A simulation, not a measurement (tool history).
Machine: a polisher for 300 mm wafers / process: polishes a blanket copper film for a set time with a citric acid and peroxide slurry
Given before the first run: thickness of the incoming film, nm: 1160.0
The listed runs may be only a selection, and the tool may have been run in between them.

run,hour,flow of slurry (ml/min),pressure of the wafer on the pad (kPa),speed of the pad under the wafer (m/s),abrasive content of the slurry,polishing time (s),film removed (angstrom)
1,0,150,22.8,0.76,1,56,995.67
2,8.3,150,23.4,0.76,1,56,1019.7
3,13.3,150,24.1,0.76,1,56,1052
4,15,150,24.1,0.64,1,56,886.98
5,23,150,24.8,0.64,1,56,925.35
6,24.7,150,25.5,0.64,1,56,906.53
7,27.1,150,26.9,0.64,1,56,973.4
8,34.4,150,27.6,0.64,1,56,978.15
9,39.2,150,28.3,0.64,1,56,1024.3
10,41,150,29,0.64,1,56,1025.5
11,46.7,150,29,0.64,1,56,1016
12,47.6,150,29.6,0.64,1,56,1038.9

Predict the results of run 13:
13,55.4,150,30.3,0.64,1,56,?

film removed (angstrom): 1042.2
